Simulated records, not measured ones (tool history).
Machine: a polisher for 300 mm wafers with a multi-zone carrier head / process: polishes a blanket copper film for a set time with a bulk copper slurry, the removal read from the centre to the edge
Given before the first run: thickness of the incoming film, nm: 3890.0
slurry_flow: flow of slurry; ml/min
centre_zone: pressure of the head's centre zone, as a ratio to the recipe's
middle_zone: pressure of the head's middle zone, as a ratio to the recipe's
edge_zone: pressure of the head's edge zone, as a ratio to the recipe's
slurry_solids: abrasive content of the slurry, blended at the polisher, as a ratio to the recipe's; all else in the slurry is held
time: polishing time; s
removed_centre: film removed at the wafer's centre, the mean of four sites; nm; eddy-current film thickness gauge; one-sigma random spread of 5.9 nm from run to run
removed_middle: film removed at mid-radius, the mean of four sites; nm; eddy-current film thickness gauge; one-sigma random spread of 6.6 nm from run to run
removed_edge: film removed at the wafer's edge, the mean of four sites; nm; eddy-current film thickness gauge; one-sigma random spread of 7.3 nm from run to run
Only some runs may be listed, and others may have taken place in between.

run	hour	slurry_flow	centre_zone	middle_zone	edge_zone	slurry_solids	time	removed_centre	removed_middle	removed_edge
1	0	305	1	1	1	1	73	590.6	602.81	588.92
2	7.9	310	1.01	1.02	0.97	1	73	596.76	610.05	605.37
3	13.8	310	1.01	1.02	0.97	0.8	73	571.09	595.06	566.35
4	22.8	335	1.01	1.02	0.97	0.8	73	576.99	596.89	566.43
5	26.5	335	0.94	1.02	0.97	0.8	73	537.13	595.33	578.12
6	31.8	340	0.97	1.05	0.96	0.75	73	541.38	609.63	565.84
7	36.1	345	1	1.07	0.95	0.75	73	562.7	614.2	551.12
8	36.8	350	1.01	1.08	0.95	0.75	73	581.01	613.27	584.53
# hour 45.8: worn pad replaced by a new one
9	45.8	320	1.02	1.09	0.92	0.75	74	624.69	669.3	599.29

Run 10, settings as shown, results not yet in. Your forecast:
10	49.3	320	1.02	1.09	0.92	0.75	74	?	?	?

removed_centre: 624.91 nm
removed_middle: 677.38 nm
removed_edge: 615.58 nm
